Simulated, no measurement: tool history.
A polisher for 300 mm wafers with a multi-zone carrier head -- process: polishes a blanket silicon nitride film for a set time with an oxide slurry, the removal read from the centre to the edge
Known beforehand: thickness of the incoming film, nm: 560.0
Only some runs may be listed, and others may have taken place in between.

run,day,flow of slurry (ml/min),pressure of the head's centre zone,pressure of the head's middle zone,pressure of the head's edge zone,abrasive content of the slurry,polishing time (s),film removed at the wafer's centre (angstrom),film removed at mid-radius (angstrom),film removed at the wafer's edge (angstrom)
1,0,270,1,1,1,1,34,284.49,290.19,300.08
2,0.25,270,0.96,1,1,1,34,273.51,295.44,294.29
3,0.333,260,0.93,0.96,0.96,0.85,34,237.84,247.07,255.59
4,0.538,260,0.93,0.96,0.96,0.85,39,272.18,279.43,297.29
5,0.633,260,0.9,0.96,0.96,0.85,39,259.34,286.2,291.36
6,0.971,230,0.9,0.96,0.96,0.85,39,253.57,279.01,289.02
7,1.071,265,0.89,0.92,0.86,0.6,33,147.89,155.6,159.44
8,1.258,265,0.9,0.95,0.89,0.6,33,147.01,160.43,162.17
9,1.454,270,0.93,0.98,0.93,0.6,33,152.69,167.87,165.39
10,1.642,275,0.95,0.99,0.97,0.6,33,155.85,168.47,168.3

Run 11 is up next; what results do you expect?
11,1.704,275,0.97,1.01,1.01,0.6,33,?,?,?

film removed at the wafer's centre (angstrom): 160.16
film removed at mid-radius (angstrom): 168.35
film removed at the wafer's edge (angstrom): 171.4

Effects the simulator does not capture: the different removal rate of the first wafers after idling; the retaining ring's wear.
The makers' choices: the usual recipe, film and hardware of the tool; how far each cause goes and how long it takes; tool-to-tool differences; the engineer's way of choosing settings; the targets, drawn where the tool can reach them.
